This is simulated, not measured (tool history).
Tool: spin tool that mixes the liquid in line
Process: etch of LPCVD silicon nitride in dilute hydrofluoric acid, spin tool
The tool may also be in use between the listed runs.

run  hour  temperature setpoint of the liquid (K)  parts of water to one part of 49 % hydrofluoric acid (parts by volume)  time under the liquid (s)  thickness taken off the LPCVD silicon nitride on a monitor wafer (Å)
  1     0                                  295.15                                                                      65                        290                                                                19.299
  2   5.3                                  296.15                                                                      65                        290                                                                20.846
  3  11.1                                  296.15                                                                      65                        310                                                                22.621
  4  14.8                                  296.65                                                                      65                        310                                                                23.475
  5  17.5                                  297.15                                                                      65                        310                                                                23.785
  6    20                                  297.65                                                                      65                        310                                                                25.223
  7  21.6                                  298.15                                                                      65                        310                                                                 25.68

Run 8 comes next. What will it give?
  8  29.7                                  298.65                                                                      65                        310                                                                     ?

thickness taken off the LPCVD silicon nitride on a monitor wafer (Å): 26.756
